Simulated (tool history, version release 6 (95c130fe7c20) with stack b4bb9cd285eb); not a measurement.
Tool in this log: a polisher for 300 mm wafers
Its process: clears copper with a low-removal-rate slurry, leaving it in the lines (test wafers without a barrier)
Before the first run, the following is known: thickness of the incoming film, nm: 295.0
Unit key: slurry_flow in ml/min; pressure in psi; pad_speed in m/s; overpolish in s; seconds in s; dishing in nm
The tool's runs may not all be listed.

run,hour,slurry_flow,pressure,pad_speed,slurry_solids,overpolish,seconds,dishing
1,0,195,2.6,0.84,1,16,117.86,24.493
2,1.7,195,2.6,0.92,1,16,112.54,26.579
3,3,240,2.6,0.92,1,16,109.72,25.54
4,10.7,240,2.6,0.92,0.8,16,113.26,23.896
5,19.3,240,2.7,0.92,0.85,19,111.62,29.337
6,24.5,240,2.8,0.92,0.85,21,104.57,33.517
7,26,240,2.8,0.92,0.85,22,106.78,33.687
8,31.9,240,2.8,0.92,0.85,24,108.78,37.721

Run 9 is up next; what results do you expect?
9,37.5,240,2.8,0.92,0.85,25,?,?

seconds: 107.03 s
dishing: 39.647 nm

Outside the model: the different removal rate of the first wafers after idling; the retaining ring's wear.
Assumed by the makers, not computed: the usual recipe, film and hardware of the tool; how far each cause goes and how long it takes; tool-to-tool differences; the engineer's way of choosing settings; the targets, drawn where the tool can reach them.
